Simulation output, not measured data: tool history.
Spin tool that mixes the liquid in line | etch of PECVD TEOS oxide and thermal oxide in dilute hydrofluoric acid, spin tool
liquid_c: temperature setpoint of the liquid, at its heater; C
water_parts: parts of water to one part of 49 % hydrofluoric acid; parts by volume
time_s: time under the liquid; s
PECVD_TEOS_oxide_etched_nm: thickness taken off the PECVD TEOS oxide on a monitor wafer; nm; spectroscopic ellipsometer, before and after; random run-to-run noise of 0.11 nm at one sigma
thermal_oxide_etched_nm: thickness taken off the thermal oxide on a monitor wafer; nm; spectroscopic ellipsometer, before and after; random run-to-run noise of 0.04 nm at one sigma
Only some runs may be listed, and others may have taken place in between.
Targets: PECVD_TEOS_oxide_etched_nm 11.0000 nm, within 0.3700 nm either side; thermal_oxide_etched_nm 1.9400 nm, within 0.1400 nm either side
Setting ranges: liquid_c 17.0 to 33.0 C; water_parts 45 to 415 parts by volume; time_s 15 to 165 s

| run | hour | liquid_c | water_parts | time_s | PECVD_TEOS_oxide_etched_nm | thermal_oxide_etched_nm |
|---|---|---|---|---|---|---|
| 1 | 0.0 | 25.0 | 230 | 85 | 9.1760 | 1.6036 |
| 2 | 3.2 | 25.0 | 230 | 70 | 7.4803 | 1.3145 |
| 3 | 5.9 | 25.0 | 230 | 85 | 8.9202 | 1.6116 |
| 4 | 7.7 | 25.0 | 230 | 60 | 6.3778 | 1.1368 |
| 5 | 16.4 | 25.0 | 230 | 75 | 7.9669 | 1.4061 |
| 6 | 25.1 | 25.0 | 230 | 90 | 9.6891 | 1.7073 |
| 7 | 33.0 | 26.0 | 230 | 90 | 10.0720 | 1.7485 |
| 8 | 39.4 | 26.0 | 225 | 90 | 10.0770 | 1.7994 |

Exercise: of the 4 proposed moves below, exactly one satisfies all targets within the stated allowed misses. Which move is it?
| A | 45.8 | 29.0 | 205 | 65 | ? | ? |
| B | 45.8 | 25.5 | 230 | 95 | ? | ? |
| C | 45.8 | 27.0 | 230 | 95 | ? | ? |
| D | 45.8 | 31.0 | 170 | 50 | ? | ? |

| move | PECVD_TEOS_oxide_etched_nm | thermal_oxide_etched_nm |
|---|---|---|
| A | 9.1876 | 1.5907 |
| B | 10.2850 | 1.7806 |
| C | 10.8440 | 1.8775 |
| D | 9.5463 | 1.6528 |
A: moves away from the targets compared with the last run
B: an improvement on the last run, though not all results are within tolerance
C: all results in spec
D: moves away from the targets compared with the last run
Move C is the one to make.

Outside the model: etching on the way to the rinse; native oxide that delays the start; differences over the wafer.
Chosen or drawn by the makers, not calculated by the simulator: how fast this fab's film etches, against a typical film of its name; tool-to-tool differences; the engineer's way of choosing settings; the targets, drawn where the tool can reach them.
